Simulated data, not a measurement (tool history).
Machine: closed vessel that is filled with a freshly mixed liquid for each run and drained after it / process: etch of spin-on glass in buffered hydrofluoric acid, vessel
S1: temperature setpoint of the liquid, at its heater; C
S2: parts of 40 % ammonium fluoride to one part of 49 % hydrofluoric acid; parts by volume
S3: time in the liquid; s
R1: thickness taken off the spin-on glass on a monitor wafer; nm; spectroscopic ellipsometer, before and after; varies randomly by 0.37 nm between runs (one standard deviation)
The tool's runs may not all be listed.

{"run": 1, "hour": 0.0, "S1": 21.0, "S2": 22.5, "S3": 105, "R1": 147.05}
{"run": 2, "hour": 1.9, "S1": 21.0, "S2": 17.5, "S3": 105, "R1": 182.11}
{"run": 3, "hour": 9.9, "S1": 23.0, "S2": 17.5, "S3": 105, "R1": 203.42}
{"run": 4, "hour": 16.0, "S1": 23.0, "S2": 17.5, "S3": 110, "R1": 213.39}
{"run": 5, "hour": 20.3, "S1": 26.5, "S2": 17.5, "S3": 110, "R1": 258.54}
{"run": 6, "hour": 24.6, "S1": 25.0, "S2": 19.5, "S3": 110, "R1": 213.1}
{"run": 7, "hour": 27.9, "S1": 24.0, "S2": 21.0, "S3": 110, "R1": 190.41}

Run 8, settings as shown, results not yet in. Your forecast:
{"run": 8, "hour": 36.7, "S1": 23.0, "S2": 22.0, "S3": 110, "R1": "?"}

R1: 174.93 nm

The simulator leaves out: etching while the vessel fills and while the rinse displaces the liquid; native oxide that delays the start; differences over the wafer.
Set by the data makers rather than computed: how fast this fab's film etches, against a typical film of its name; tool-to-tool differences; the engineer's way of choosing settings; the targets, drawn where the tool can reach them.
